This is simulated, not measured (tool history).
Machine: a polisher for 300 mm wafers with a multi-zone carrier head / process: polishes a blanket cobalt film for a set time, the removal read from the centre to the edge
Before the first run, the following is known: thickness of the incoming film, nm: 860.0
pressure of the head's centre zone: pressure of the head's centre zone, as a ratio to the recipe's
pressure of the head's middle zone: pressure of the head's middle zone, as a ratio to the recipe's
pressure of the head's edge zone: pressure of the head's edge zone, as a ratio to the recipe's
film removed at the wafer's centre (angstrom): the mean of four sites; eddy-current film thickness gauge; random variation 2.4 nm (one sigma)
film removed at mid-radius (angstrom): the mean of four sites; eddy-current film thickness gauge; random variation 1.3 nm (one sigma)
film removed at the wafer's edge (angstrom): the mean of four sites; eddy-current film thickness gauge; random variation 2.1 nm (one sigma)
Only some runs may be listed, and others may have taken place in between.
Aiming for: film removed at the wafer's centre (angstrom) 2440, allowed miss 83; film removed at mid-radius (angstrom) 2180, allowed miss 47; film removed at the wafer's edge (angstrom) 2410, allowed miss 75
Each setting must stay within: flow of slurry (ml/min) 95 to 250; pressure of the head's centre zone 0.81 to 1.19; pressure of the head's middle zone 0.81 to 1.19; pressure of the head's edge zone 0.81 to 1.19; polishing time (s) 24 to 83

run  hour  flow of slurry (ml/min)  pressure of the head's centre zone  pressure of the head's middle zone  pressure of the head's edge zone  polishing time (s)  film removed at the wafer's centre (angstrom)  film removed at mid-radius (angstrom)  film removed at the wafer's edge (angstrom)
  1     0                      160                                   1                                   1                                 1                  53                                         3296.3                                 3451.7                                       3446.2
  2   5.3                      160                                   1                                1.04                                 1                  53                                         3280.2                                 3519.8                                       3465.3
  3   6.4                      150                                1.01                                   1                              0.99                  50                                         3123.3                                 3186.8                                       3152.6
  4  15.2                      150                                1.01                                   1                              0.99                  42                                         2631.4                                 2670.9                                       2706.8
  5  19.4                      150                                1.01                                   1                              1.07                  42                                         2608.7                                   2686                                       2793.2
  6  24.9                      140                                1.01                                0.97                              1.05                  42                                         2556.1                                 2580.6                                       2694.5
  7    27                      135                                1.02                                0.95                              1.05                  42                                         2498.9                                 2515.9                                       2733.7
  8    35                      130                                1.03                                0.94                              1.02                  42                                         2576.9                                 2454.5                                       2655.9

Of the 5 settings listed for the next run, only one would bring every result within its allowed miss of target. Which one?
  A    43                       95                                1.13                                0.87                              1.01                  41                                              ?                                      ?                                            ?
  B    43                      105                                1.09                                0.91                              0.98                  41                                              ?                                      ?                                            ?
  C    43                      100                                1.16                                0.85                              0.91                  42                                              ?                                      ?                                            ?
  D    43                       95                                1.16                                0.82                              1.02                  44                                              ?                                      ?                                            ?
  E    43                      150                                1.14                                0.84                              0.99                  38                                              ?                                      ?                                            ?

move  film removed at the wafer's centre (angstrom)  film removed at mid-radius (angstrom)  film removed at the wafer's edge (angstrom)
   A                                         2438.7                                   2044                                       2437.8
   B                                         2454.9                                 2197.5                                       2458.2
   C                                         2615.8                                 2092.4                                       2407.1
   D                                         2681.9                                 2089.2                                       2630.5
   E                                         2642.8                                 2095.5                                       2448.4
A: moves the result that the last run missed by most past its target, out the other side
B: meets every target
C: moves the result that the last run missed by most past its target, out the other side
D: moves the result that the last run missed by most past its target, out the other side
E: moves the result that the last run missed by most past its target, out the other side
So the answer is move B, the one that meets all the targets.
